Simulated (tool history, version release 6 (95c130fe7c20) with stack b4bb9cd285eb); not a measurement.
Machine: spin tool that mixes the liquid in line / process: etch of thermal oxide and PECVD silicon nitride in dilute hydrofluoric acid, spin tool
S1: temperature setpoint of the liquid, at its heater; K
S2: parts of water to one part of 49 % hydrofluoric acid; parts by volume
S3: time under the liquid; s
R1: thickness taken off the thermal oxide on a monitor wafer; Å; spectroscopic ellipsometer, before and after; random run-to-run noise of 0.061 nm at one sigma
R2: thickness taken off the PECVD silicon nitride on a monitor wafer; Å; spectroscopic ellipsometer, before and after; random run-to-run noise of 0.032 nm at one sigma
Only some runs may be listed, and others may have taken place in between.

{"run": 1, "hour": 0.0, "S1": 295.15, "S2": 100, "S3": 180, "R1": 77.386, "R2": 60.906}
{"run": 2, "hour": 6.4, "S1": 291.65, "S2": 100, "S3": 180, "R1": 65.538, "R2": 47.471}
{"run": 3, "hour": 11.2, "S1": 291.15, "S2": 100, "S3": 180, "R1": 64.051, "R2": 46.32}
{"run": 4, "hour": 15.9, "S1": 291.15, "S2": 70, "S3": 180, "R1": 96.595, "R2": 66.126}
{"run": 5, "hour": 18.9, "S1": 291.15, "S2": 75, "S3": 180, "R1": 89.612, "R2": 61.488}
{"run": 6, "hour": 27.5, "S1": 291.15, "S2": 60, "S3": 180, "R1": 110.68, "R2": 75.747}

What does the tool deliver on the next run?
{"hour": 31.4, "done": "hydrofluoric acid flow meter replaced"}
{"run": 7, "hour": 31.4, "S1": 291.15, "S2": 65, "S3": 180, "R1": "?", "R2": "?"}

R1: 96.897 Å
R2: 66.286 Å
